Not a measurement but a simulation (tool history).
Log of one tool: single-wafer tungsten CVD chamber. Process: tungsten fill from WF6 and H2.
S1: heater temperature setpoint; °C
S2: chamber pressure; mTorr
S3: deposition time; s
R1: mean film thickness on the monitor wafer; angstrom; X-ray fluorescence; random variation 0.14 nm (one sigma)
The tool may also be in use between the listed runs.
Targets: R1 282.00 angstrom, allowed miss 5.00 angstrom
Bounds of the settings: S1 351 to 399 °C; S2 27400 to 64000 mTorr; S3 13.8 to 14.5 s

run    day   S1     S2    S3      R1
  1  0.000  375  45700  14.5  320.33
  2  0.179  373  45700  14.5  306.70
  3  0.392  373  45700  14.5  309.44
  4  0.446  372  45700  14.5  299.78
  5  0.692  372  45700  14.5  302.79
  6  0.792  371  45700  14.5  293.76
  7  0.842  370  45700  14.5  289.39
     1.138  -- capacitance manometer re-zeroed and calibrated
  8  1.138  369  45700  14.5  288.79

Which of these 4 next moves meets every target?
  A  1.433  370  44500  14.5   ?
  B  1.433  370  44900  14.5   ?
  C  1.433  372  42400  13.8   ?
  D  1.433  370  50600  13.9   ?

move      R1
   A  293.70
   B  294.57
   C  285.41
   D  293.88
A: further off than the last run
B: further off than the last run
C: meets every target
D: further off than the last run
Move C is the one to make.

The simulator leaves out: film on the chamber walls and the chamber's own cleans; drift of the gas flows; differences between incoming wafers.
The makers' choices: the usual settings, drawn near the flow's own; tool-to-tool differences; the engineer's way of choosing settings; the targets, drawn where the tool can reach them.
